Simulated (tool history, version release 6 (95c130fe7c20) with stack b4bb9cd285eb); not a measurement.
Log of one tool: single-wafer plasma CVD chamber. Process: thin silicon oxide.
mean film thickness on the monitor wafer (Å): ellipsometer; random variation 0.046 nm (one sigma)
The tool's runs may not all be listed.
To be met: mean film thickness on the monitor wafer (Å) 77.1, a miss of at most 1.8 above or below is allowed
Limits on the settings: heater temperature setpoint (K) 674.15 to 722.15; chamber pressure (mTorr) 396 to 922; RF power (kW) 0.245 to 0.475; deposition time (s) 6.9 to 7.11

| run | hour | heater temperature setpoint (K) | chamber pressure (mTorr) | RF power (kW) | deposition time (s) | mean film thickness on the monitor wafer (Å) |
|---|---|---|---|---|---|---|
| 1 | 0 | 698.15 | 659 | 0.36 | 6.9 | 98.174 |
| 2 | 1.2 | 698.15 | 587 | 0.36 | 6.9 | 87.961 |
| 3 | 6.3 | 698.15 | 572 | 0.36 | 6.9 | 86.828 |
| 4 | 11 | 698.15 | 557 | 0.36 | 6.9 | 83.99 |
| 5 | 12.3 | 703.15 | 557 | 0.36 | 6.9 | 84.138 |
| 6 | 16.1 | 703.15 | 557 | 0.335 | 6.9 | 80.125 |
| 7 | 17 | 703.15 | 553 | 0.335 | 6.9 | 79.968 |
| 8 | 18.3 | 703.15 | 549 | 0.335 | 6.9 | 79.549 |

Which single option among these 4 for the next run brings every result within its allowed miss of target? Just one does.
| A | 19.6 | 698.15 | 527 | 0.33 | 7.01 | ? |
| B | 19.6 | 695.15 | 456 | 0.395 | 7.07 | ? |
| C | 19.6 | 699.15 | 512 | 0.32 | 7.06 | ? |
| D | 19.6 | 691.15 | 547 | 0.36 | 6.9 | ? |

| move | mean film thickness on the monitor wafer (Å) |
|---|---|
| A | 76.51 |
| B | 73.917 |
| C | 73.52 |
| D | 82.465 |
A: all results in spec
B: the result that was furthest off in the last run now lies on the other side of its target
C: the result that was furthest off in the last run now lies on the other side of its target
D: the biggest miss grows against the last run
A is the move that brings every result within its allowed miss.

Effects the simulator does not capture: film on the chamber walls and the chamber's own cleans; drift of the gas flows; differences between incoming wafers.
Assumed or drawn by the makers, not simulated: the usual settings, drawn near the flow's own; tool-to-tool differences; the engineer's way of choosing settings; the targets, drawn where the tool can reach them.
